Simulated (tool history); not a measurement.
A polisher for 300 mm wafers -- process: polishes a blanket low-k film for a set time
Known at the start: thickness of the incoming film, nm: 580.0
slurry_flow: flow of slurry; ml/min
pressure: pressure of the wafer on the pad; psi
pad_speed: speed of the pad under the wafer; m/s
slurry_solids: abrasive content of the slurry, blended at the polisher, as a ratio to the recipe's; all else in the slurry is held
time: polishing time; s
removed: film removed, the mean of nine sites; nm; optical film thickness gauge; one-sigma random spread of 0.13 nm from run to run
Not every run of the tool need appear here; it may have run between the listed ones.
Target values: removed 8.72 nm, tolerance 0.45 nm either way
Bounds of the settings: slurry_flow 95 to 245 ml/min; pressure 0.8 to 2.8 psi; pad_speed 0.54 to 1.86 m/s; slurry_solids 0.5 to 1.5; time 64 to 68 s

run,hour,slurry_flow,pressure,pad_speed,slurry_solids,time,removed
1,0,155,1.8,1.18,1,64,23.792
2,3.8,155,1.8,1.18,1.2,64,25.059
3,8.4,155,1.8,1.18,1.2,68,26.775
4,17.2,155,2.2,1.18,1.2,68,32.853
5,19.4,155,2,1.18,1.2,68,30.176
6,20,155,2.3,1.18,1.2,68,34.329
7,26.5,145,1.8,0.98,1.1,67,22.334
8,30.2,135,1.5,0.84,1.05,66,15.176
9,35.3,130,1.3,0.8,1.05,66,13.085
10,40,130,1.1,0.76,1.05,66,10.362

Pick the move, out of 5, that brings all results within their allowed miss; only one does.
A,44.7,135,1.1,0.82,1.05,68,?
B,44.7,125,1.3,0.76,1.15,68,?
C,44.7,100,1.1,0.68,1.15,68,?
D,44.7,150,1,0.6,1.2,68,?
E,44.7,115,1.1,1.02,1.05,68,?

move,removed
A,11.711
B,13.107
C,9.6291
D,8.9094
E,13.427
A: its largest miss is bigger than the last run's
B: its largest miss is bigger than the last run's
C: better than the last run, though not everything is in spec
D: every result within its allowed miss
E: its largest miss is bigger than the last run's
Correct choice: D, which meets every target

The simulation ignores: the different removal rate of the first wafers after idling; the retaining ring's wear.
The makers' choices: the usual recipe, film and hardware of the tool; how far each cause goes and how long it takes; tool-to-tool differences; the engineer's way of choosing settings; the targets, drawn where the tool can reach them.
